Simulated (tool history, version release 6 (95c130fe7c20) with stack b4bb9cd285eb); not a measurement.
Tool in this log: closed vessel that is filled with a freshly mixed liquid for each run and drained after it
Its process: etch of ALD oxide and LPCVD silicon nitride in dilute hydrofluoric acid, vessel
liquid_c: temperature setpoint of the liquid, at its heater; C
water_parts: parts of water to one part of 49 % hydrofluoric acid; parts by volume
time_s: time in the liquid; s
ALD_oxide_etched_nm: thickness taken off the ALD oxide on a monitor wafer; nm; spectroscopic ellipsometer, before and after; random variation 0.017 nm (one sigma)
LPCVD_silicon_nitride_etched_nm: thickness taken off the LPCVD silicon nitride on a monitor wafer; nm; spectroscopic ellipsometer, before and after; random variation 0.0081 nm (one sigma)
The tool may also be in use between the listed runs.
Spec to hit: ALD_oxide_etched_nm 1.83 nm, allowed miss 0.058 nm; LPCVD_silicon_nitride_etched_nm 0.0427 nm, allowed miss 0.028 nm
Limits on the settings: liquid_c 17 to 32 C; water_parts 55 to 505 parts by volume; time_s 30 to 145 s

run	hour	liquid_c	water_parts	time_s	ALD_oxide_etched_nm	LPCVD_silicon_nitride_etched_nm
1	0	24	280	75	5.7403	0.12694
2	5.8	23	320	75	4.6626	0.12799
3	6.3	22	355	75	3.9682	0.088541
4	12.3	21.5	385	75	3.4944	0.07193
5	20.7	19	385	75	3.1656	0.088519
6	26.6	19	385	60	2.5415	0.0678
7	30.4	18.5	400	60	2.3793	0.042757
# hour 35.4: thermometer replaced
8	35.4	18	410	60	2.1779	0.044984
9	38.9	18	415	60	2.1106	0.049176
10	45	18	420	60	2.0913	0.056417

Which of these 4 next moves meets every target?
A	51.1	19	340	35	?	?
B	51.1	17	340	55	?	?
C	51.1	17.5	355	55	?	?
D	51.1	18	460	60	?	?

move	ALD_oxide_etched_nm	LPCVD_silicon_nitride_etched_nm
A	1.6721	0.02691
B	2.4418	0.037202
C	2.3534	0.03688
D	1.8574	0.032481
A: moves the result that the last run missed by most past its target, out the other side
B: moves away from the targets compared with the last run
C: moves away from the targets compared with the last run
D: in spec on every target
Move D is the one to make.
